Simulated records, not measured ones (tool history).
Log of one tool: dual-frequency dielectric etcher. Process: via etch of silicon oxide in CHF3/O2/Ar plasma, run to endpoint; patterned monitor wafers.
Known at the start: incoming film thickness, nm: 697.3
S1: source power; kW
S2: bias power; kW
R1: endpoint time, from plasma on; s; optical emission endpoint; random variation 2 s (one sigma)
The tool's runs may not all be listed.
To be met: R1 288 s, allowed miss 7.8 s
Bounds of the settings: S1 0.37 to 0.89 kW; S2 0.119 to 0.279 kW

Run 1, day 0: S1 0.63 kW, S2 0.199 kW. Result: R1 334.82 s.
Run 2, day 0.262: S1 0.65 kW, S2 0.202 kW. Result: R1 331.04 s.
Run 3, day 0.45: S1 0.65 kW, S2 0.225 kW. Result: R1 317.66 s.
Run 4, day 0.708: S1 0.6 kW, S2 0.225 kW. Result: R1 324.37 s.
Run 5, day 1.058: S1 0.62 kW, S2 0.228 kW. Result: R1 320.69 s.
Run 6, day 1.417: S1 0.62 kW, S2 0.197 kW. Result: R1 340.23 s.
Run 7, day 1.596: S1 0.65 kW, S2 0.2 kW. Result: R1 336.79 s.
Run 8, day 1.771: S1 0.66 kW, S2 0.207 kW. Result: R1 324.39 s.
Run 9, day 2.008: S1 0.68 kW, S2 0.209 kW. Result: R1 319.91 s.
Run 10, day 2.242: S1 0.7 kW, S2 0.211 kW. Result: R1 319.01 s.
Run 11, day 2.404: S1 0.72 kW, S2 0.214 kW. Result: R1 315.58 s.
Run 12, day 2.5: S1 0.73 kW, S2 0.217 kW. Result: R1 309.14 s.

4 next moves are on the table. One of them brings every result within its allowed miss. Which?
Run A, day 2.596: S1 0.82 kW, S2 0.241 kW. Result: R1 ?.
Run B, day 2.596: S1 0.62 kW, S2 0.257 kW. Result: R1 ?.
Run C, day 2.596: S1 0.72 kW, S2 0.231 kW. Result: R1 ?.
Run D, day 2.596: S1 0.73 kW, S2 0.175 kW. Result: R1 ?.

move      R1
   A   288.5
   B  305.71
   C  304.92
   D  336.99
A: meets every target
B: nearer than the last run, and not there yet
C: nearer than the last run, and not there yet
D: further off than the last run
The right move is A.
